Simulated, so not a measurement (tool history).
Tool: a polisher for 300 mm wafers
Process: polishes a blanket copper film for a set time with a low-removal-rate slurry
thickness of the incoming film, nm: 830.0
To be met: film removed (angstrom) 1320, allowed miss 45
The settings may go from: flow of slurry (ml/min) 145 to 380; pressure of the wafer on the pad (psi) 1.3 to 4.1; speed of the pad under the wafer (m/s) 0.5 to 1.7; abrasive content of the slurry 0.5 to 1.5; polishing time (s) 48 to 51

run,hour,flow of slurry (ml/min),pressure of the wafer on the pad (psi),speed of the pad under the wafer (m/s),abrasive content of the slurry,polishing time (s),film removed (angstrom)
1,0,245,2.7,1.1,1,48,1614.5
2,1.8,245,3.3,1.1,1,48,1809.6
3,9.2,245,3.3,1.1,1,48,1836.1
4,18.2,245,3.3,1.28,1,48,2084.1
5,23.3,245,3.3,1.28,1.1,48,2073.9
6,27.5,245,2.7,1.26,1.1,48,1813.3
7,28.5,240,2,1.2,1.1,48,1438.8
8,30.7,240,1.9,1.2,1.1,48,1399.6

4 next moves are on the table. One of them brings every result within its allowed miss. Which?
A,32.9,185,2.2,1.18,1.05,48,?
B,32.9,360,2.2,0.94,1.15,48,?
C,32.9,220,1.8,1.1,1.1,48,?
D,32.9,220,2,0.94,1.35,48,?

move,film removed (angstrom)
A,1443.1
B,1341.5
C,1257.8
D,1253.7
A: further off than the last run
B: meets every target
C: takes the result that was furthest off past its target
D: takes the result that was furthest off past its target
Move B is the one to make.
